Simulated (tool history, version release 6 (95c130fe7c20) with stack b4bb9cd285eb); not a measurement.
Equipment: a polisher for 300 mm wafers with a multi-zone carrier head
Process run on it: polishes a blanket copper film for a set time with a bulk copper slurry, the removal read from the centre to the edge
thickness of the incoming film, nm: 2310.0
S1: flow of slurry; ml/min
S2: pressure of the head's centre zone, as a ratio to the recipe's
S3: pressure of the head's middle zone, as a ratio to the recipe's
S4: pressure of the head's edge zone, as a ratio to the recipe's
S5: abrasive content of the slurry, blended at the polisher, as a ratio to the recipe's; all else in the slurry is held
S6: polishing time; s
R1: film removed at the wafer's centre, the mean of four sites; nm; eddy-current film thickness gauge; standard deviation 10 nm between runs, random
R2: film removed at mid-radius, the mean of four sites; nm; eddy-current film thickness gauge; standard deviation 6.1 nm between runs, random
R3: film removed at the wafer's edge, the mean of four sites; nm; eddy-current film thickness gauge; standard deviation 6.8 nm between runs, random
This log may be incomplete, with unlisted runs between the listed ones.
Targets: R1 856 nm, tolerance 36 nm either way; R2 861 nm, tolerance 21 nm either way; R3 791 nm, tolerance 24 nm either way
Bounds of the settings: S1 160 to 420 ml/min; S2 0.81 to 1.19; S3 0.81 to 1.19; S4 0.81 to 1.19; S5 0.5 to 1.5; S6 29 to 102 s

run 1 hour=0 | S1=270 S2=1 S3=1 S4=1 S5=1 S6=65 | R1=698.98 R2=704.95 R3=707.99
run 2 hour=8.3 | S1=270 S2=0.92 S3=1 S4=1 S5=1 S6=65 | R1=651.89 R2=697.58 R3=706.16
run 3 hour=10.4 | S1=280 S2=0.96 S3=1.02 S4=1.01 S5=1.05 S6=65 | R1=700.17 R2=721.82 R3=713.46
run 4 hour=19 | S1=280 S2=0.96 S3=0.98 S4=1.01 S5=1.05 S6=65 | R1=691.6 R2=704.23 R3=724.32
run 5 hour=19.7 | S1=280 S2=0.96 S3=0.95 S4=1.01 S5=1.05 S6=65 | R1=699.37 R2=687.89 R3=716.32
run 6 hour=23.1 | S1=290 S2=0.98 S3=0.98 S4=1.02 S5=1.1 S6=65 | R1=727.26 R2=709.66 R3=721.03
run 7 hour=24.2 | S1=290 S2=0.99 S3=1 S4=1.03 S5=1.15 S6=66 | R1=739.48 R2=723.92 R3=751.44
run 8 hour=32.3 | S1=300 S2=1 S3=1.03 S4=1.02 S5=1.2 S6=66 | R1=748.42 R2=762.94 R3=768.78
run 9 hour=36.5 | S1=365 S2=1.1 S3=1.12 S4=0.96 S5=1.2 S6=66 | R1=871.27 R2=833.15 R3=762.03
run 10 hour=40.1 | S1=365 S2=1.1 S3=1.12 S4=0.97 S5=1.2 S6=66 | R1=847.59 R2=839.08 R3=754.58
run 11 hour=44.9 | S1=365 S2=1.1 S3=1.12 S4=0.98 S5=1.2 S6=66 | R1=851.98 R2=833.97 R3=749.31
run 12 hour=47.3 | S1=365 S2=1.09 S3=1.12 S4=0.98 S5=1.25 S6=66 | R1=834.64 R2=843.37 R3=755.59

Which single option among these 4 for the next run brings every result within its allowed miss of target? Just one does.
run A hour=49.7 | S1=385 S2=1.11 S3=1.15 S4=0.95 S5=1.2 S6=66 | R1=? R2=? R3=?
run B hour=49.7 | S1=420 S2=1.03 S3=1.11 S4=0.91 S5=1.35 S6=69 | R1=? R2=? R3=?
run C hour=49.7 | S1=335 S2=1.09 S3=1.13 S4=1.05 S5=1.35 S6=66 | R1=? R2=? R3=?
run D hour=49.7 | S1=360 S2=1.06 S3=1.19 S4=0.95 S5=1.3 S6=63 | R1=? R2=? R3=?

move=A R1=865.19 R2=852.02 R3=754.57
move=B R1=864.17 R2=890.21 R3=799.22
move=C R1=857.69 R2=848.45 R3=794.29
move=D R1=796.07 R2=846.25 R3=727.98
A: roughly where the last run was
B: puts the biggest miss on target and leaves a different result outside tolerance
C: hits every target within its allowed miss
D: misses by more than the last run did
Correct choice: C, which meets every target
